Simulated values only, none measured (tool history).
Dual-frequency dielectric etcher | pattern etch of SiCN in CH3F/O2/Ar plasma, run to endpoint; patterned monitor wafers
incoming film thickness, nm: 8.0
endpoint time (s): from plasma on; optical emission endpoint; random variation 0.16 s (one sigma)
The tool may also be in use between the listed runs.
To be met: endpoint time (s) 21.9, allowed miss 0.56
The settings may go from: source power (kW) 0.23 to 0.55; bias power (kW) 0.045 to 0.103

run    day  source power (kW)  bias power (kW)  endpoint time (s)
  1      0               0.39            0.074             17.225
  2  0.071               0.39            0.079             16.672
  3  0.125               0.39            0.089             16.238
  4  0.204               0.34            0.077              17.78
  5  0.462               0.31             0.07             19.009
  6  0.633               0.29            0.066             19.759
  7  0.912               0.27            0.063             20.348
  8    1.1               0.26            0.061             20.977

Which of these 5 next moves meets every target?
  A  1.288               0.25            0.073                  ?
  B  1.288               0.32            0.068                  ?
  C  1.288                0.3             0.06                  ?
  D  1.288                0.3            0.078                  ?
  E  1.288               0.26            0.049                  ?

move  endpoint time (s)
   A             20.095
   B              18.45
   C             19.489
   D             18.332
   E             21.586
A: further off than the last run
B: further off than the last run
C: further off than the last run
D: further off than the last run
E: meets every target
Move E is the one to make.
